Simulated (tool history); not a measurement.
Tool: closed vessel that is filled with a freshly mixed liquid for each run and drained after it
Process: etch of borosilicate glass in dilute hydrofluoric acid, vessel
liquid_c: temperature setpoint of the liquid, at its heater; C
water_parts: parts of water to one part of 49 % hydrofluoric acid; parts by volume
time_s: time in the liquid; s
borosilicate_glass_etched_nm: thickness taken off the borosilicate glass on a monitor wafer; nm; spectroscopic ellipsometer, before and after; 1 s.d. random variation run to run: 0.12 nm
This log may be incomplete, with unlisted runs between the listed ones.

run  hour  liquid_c  water_parts  time_s  borosilicate_glass_etched_nm
  1     0        21          240     115                        8.6083
  2   5.5      19.5          240     115                        8.1547
  3   8.8      19.5          300     115                        6.1585
  4  14.8      19.5          300     115                         6.203
  5  20.3      19.5          335     115                        5.4034
  6  25.3      19.5          335     125                        5.8375
  7  29.3      23.5          240     125                        10.354
  8  30.7      24.5          215     125                        12.306
  9  35.2      25.5          195     125                        14.283
 10  42.9        26          180     125                        15.991
 11  51.2      26.5          170     125                        17.383
     59.4  -- hydrofluoric acid flow meter replaced
 12  59.4        27          160     125                        16.889
 13  61.9        27          160     125                         16.82
 14  62.7      27.5          145     125                        19.552
 15  70.2        28          140     125                        20.696
 16    75        28          135     125                        21.417

What does the tool deliver on the next run?
 17  77.1        28          130     125                             ?

{"run 17": {"borosilicate_glass_etched_nm": 22.273}}
